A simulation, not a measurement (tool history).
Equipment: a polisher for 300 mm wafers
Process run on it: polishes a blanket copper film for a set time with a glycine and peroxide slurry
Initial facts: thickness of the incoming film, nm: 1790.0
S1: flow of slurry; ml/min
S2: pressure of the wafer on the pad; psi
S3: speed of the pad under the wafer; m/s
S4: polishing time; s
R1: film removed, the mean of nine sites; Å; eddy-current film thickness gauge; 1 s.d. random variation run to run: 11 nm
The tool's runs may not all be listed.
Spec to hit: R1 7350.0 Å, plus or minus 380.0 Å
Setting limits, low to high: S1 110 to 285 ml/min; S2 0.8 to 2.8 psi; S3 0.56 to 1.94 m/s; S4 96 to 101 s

{"run": 1, "hour": 0.0, "S1": 180, "S2": 1.8, "S3": 1.24, "S4": 96, "R1": 4024.6}
{"run": 2, "hour": 8.4, "S1": 180, "S2": 1.8, "S3": 0.92, "S4": 96, "R1": 3184.2}
{"run": 3, "hour": 14.6, "S1": 180, "S2": 1.8, "S3": 0.68, "S4": 96, "R1": 2582.3}
{"run": 4, "hour": 17.5, "S1": 180, "S2": 2.0, "S3": 0.88, "S4": 97, "R1": 3343.9}
{"run": 5, "hour": 22.5, "S1": 180, "S2": 2.0, "S3": 0.88, "S4": 96, "R1": 3351.1}
{"run": 6, "hour": 27.6, "S1": 180, "S2": 2.2, "S3": 1.02, "S4": 97, "R1": 4169.5}
{"run": 7, "hour": 29.7, "S1": 180, "S2": 2.4, "S3": 1.1, "S4": 97, "R1": 4608.0}
{"run": 8, "hour": 38.5, "S1": 180, "S2": 2.5, "S3": 1.2, "S4": 98, "R1": 5065.6}
{"hour": 42.8, "done": "slurry nozzle cleaned"}
{"run": 9, "hour": 42.8, "S1": 180, "S2": 2.6, "S3": 1.3, "S4": 99, "R1": 6055.3}
{"run": 10, "hour": 50.7, "S1": 180, "S2": 2.7, "S3": 1.34, "S4": 99, "R1": 6543.2}
{"run": 11, "hour": 57.7, "S1": 180, "S2": 2.7, "S3": 1.36, "S4": 99, "R1": 6805.6}
{"run": 12, "hour": 63.0, "S1": 180, "S2": 2.7, "S3": 1.38, "S4": 99, "R1": 6672.8}
{"run": 13, "hour": 71.5, "S1": 180, "S2": 2.7, "S3": 1.4, "S4": 99, "R1": 6879.9}

Exactly one of the 4 candidate moves below puts every result within its allowed miss. Which one?
{"run": "A", "hour": 80.0, "S1": 165, "S2": 2.7, "S3": 1.32, "S4": 98, "R1": "?"}
{"run": "B", "hour": 80.0, "S1": 160, "S2": 2.6, "S3": 1.56, "S4": 101, "R1": "?"}
{"run": "C", "hour": 80.0, "S1": 145, "S2": 2.7, "S3": 1.22, "S4": 101, "R1": "?"}
{"run": "D", "hour": 80.0, "S1": 170, "S2": 2.8, "S3": 1.26, "S4": 101, "R1": "?"}

move=A R1=6206.8
move=B R1=7082.0
move=C R1=5869.0
move=D R1=6380.9
A: the biggest miss grows against the last run
B: every result within its allowed miss
C: the biggest miss grows against the last run
D: the biggest miss grows against the last run
So the answer is move B, the one that meets all the targets.
